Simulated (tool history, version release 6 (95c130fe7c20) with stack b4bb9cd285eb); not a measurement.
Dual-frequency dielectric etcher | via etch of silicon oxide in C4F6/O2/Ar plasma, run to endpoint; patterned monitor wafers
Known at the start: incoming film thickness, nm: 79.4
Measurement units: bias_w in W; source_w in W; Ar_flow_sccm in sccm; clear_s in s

run,hour,bias_w,source_w,Ar_flow_sccm,clear_s
1,0.0,566,260,217,19.336
2,5.9,530,260,218,19.792
3,7.8,499,260,219,20.122
4,15.0,499,260,186,19.773
5,20.5,472,250,187,20.587
6,22.3,472,290,187,19.314
7,29.5,448,280,189,20.149
8,30.2,428,280,190,20.375
9,34.0,412,280,191,20.389
10,37.6,398,270,192,21.097
11,39.5,387,270,193,21.308

Estimate the outcome of run 12 from the log above:
12,41.6,378,270,194,?

Run 12 produced clear_s 21.449 s.

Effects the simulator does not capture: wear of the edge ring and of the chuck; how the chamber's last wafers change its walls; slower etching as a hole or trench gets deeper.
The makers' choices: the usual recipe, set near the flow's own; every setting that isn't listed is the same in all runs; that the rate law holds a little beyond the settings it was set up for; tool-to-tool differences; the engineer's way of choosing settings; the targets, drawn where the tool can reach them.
